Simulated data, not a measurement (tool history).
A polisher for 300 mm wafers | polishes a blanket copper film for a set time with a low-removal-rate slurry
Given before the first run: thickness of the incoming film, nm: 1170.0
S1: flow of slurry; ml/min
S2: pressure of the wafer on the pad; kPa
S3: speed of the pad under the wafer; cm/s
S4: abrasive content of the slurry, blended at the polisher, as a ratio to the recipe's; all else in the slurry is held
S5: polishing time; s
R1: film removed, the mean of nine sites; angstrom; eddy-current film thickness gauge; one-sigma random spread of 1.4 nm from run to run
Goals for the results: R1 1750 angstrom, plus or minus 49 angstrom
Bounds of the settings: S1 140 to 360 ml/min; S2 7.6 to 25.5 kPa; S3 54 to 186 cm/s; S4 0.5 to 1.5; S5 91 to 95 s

{"run": 1, "day": 0.0, "S1": 230, "S2": 16.5, "S3": 118, "S4": 1, "S5": 91, "R1": 2217}
{"run": 2, "day": 0.196, "S1": 230, "S2": 14.5, "S3": 118, "S4": 1, "S5": 91, "R1": 1921.3}
{"run": 3, "day": 0.55, "S1": 225, "S2": 13.8, "S3": 118, "S4": 1, "S5": 91, "R1": 1822.4}
{"run": 4, "day": 0.75, "S1": 225, "S2": 13.8, "S3": 88, "S4": 1, "S5": 91, "R1": 1384.3}
{"run": 5, "day": 1.075, "S1": 225, "S2": 13.8, "S3": 88, "S4": 1, "S5": 95, "R1": 1468.2}
{"run": 6, "day": 1.4, "S1": 225, "S2": 13.8, "S3": 98, "S4": 1, "S5": 95, "R1": 1611.8}
{"run": 7, "day": 1.504, "S1": 235, "S2": 13.8, "S3": 98, "S4": 1, "S5": 95, "R1": 1613.8}
{"run": 8, "day": 1.821, "S1": 235, "S2": 14.5, "S3": 98, "S4": 1, "S5": 95, "R1": 1662.2}

Exercise: of the 4 proposed moves below, exactly one satisfies all targets within the stated allowed misses. Which move is it?
{"run": "A", "day": 2.138, "S1": 235, "S2": 16.5, "S3": 96, "S4": 0.95, "S5": 95, "R1": "?"}
{"run": "B", "day": 2.138, "S1": 165, "S2": 15.9, "S3": 94, "S4": 0.8, "S5": 95, "R1": "?"}
{"run": "C", "day": 2.138, "S1": 215, "S2": 15.2, "S3": 108, "S4": 0.9, "S5": 95, "R1": "?"}
{"run": "D", "day": 2.138, "S1": 250, "S2": 11.7, "S3": 128, "S4": 0.85, "S5": 95, "R1": "?"}

move=A R1=1872
move=B R1=1619.7
move=C R1=1886.7
move=D R1=1747.2
A: the result that was furthest off in the last run now lies on the other side of its target
B: moves away from the targets compared with the last run
C: the result that was furthest off in the last run now lies on the other side of its target
D: all results in spec
D meets every target.

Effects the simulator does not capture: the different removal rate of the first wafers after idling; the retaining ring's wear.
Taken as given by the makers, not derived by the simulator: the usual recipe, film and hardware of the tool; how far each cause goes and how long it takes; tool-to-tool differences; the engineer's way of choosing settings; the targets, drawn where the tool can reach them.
